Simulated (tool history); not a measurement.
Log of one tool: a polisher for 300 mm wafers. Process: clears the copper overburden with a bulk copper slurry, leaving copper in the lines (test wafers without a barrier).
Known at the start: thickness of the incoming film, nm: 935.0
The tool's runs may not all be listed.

run,hour,flow of slurry (ml/min),pressure of the wafer on the pad (psi),speed of the pad under the wafer (m/s),abrasive content of the slurry,overpolish time after the end point (s),time until the end point was called (s),dishing of a wide line in a test structure (Å)
1,0.0,185,1.6,1.06,1.0,14,221.52,325.80
2,5.0,185,1.6,1.20,1.0,14,196.21,342.48
3,13.7,180,1.3,1.08,1.0,14,266.63,286.71
4,20.2,180,1.5,1.08,1.0,14,224.02,324.55
5,27.8,180,1.3,1.00,1.0,14,286.21,281.95
6,28.9,180,1.3,1.00,1.0,10,281.79,221.79
7,33.8,180,1.1,0.96,1.0,11,335.53,203.33
8,40.4,180,1.0,0.92,1.0,13,412.30,201.60
9,47.1,180,1.0,0.92,1.0,14,385.60,209.56

Run 10 comes next. What will it give?
10,51.0,180,0.9,0.90,1.0,15,?,?

{"run 10": {"time until the end point was called (s)": 448.72, "dishing of a wide line in a test structure (Å)": 209.63}}
